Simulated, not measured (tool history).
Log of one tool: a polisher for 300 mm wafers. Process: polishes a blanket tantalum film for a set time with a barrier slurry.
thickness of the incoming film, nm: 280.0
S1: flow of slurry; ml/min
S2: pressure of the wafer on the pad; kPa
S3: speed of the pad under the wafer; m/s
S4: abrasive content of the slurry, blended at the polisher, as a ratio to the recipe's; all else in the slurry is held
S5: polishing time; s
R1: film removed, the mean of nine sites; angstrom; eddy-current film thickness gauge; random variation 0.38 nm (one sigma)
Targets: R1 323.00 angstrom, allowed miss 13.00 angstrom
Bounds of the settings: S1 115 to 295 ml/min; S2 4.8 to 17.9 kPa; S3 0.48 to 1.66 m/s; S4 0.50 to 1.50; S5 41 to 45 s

run 1 hour=0.0 | S1=190 S2=11.0 S3=1.06 S4=1.00 S5=45 | R1=599.04
run 2 hour=2.3 | S1=190 S2=9.7 S3=1.04 S4=1.00 S5=45 | R1=530.99
run 3 hour=4.9 | S1=190 S2=9.7 S3=1.04 S4=1.00 S5=41 | R1=480.70
run 4 hour=10.4 | S1=205 S2=9.7 S3=1.04 S4=1.00 S5=41 | R1=500.03
run 5 hour=18.6 | S1=200 S2=8.3 S3=1.04 S4=1.00 S5=41 | R1=426.56
run 6 hour=22.4 | S1=200 S2=8.3 S3=1.04 S4=1.20 S5=41 | R1=454.30
run 7 hour=25.2 | S1=200 S2=7.6 S3=1.04 S4=1.20 S5=41 | R1=417.33
run 8 hour=32.5 | S1=195 S2=6.9 S3=1.04 S4=1.20 S5=41 | R1=379.25
run 9 hour=40.4 | S1=185 S2=6.9 S3=1.04 S4=1.20 S5=41 | R1=380.92
run 10 hour=45.3 | S1=180 S2=6.9 S3=1.04 S4=1.20 S5=41 | R1=380.90
run 11 hour=48.8 | S1=180 S2=6.2 S3=1.04 S4=1.20 S5=41 | R1=350.55
-- hour=57.3 head pressure recalibrated
run 12 hour=57.3 | S1=175 S2=6.2 S3=1.04 S4=1.20 S5=41 | R1=384.01
run 13 hour=58.9 | S1=190 S2=6.2 S3=1.04 S4=1.20 S5=41 | R1=395.39

Which of these 4 next moves meets every target?
run A hour=60.5 | S1=265 S2=5.5 S3=0.90 S4=1.35 S5=41 | R1=?
run B hour=60.5 | S1=145 S2=4.8 S3=0.92 S4=1.35 S5=42 | R1=?
run C hour=60.5 | S1=160 S2=4.8 S3=0.88 S4=1.30 S5=44 | R1=?
run D hour=60.5 | S1=225 S2=6.2 S3=0.94 S4=1.30 S5=45 | R1=?

move=A R1=328.47
move=B R1=287.24
move=C R1=289.49
move=D R1=404.09
A: meets every target
B: takes the result that was furthest off past its target
C: takes the result that was furthest off past its target
D: further off than the last run
Answer: A

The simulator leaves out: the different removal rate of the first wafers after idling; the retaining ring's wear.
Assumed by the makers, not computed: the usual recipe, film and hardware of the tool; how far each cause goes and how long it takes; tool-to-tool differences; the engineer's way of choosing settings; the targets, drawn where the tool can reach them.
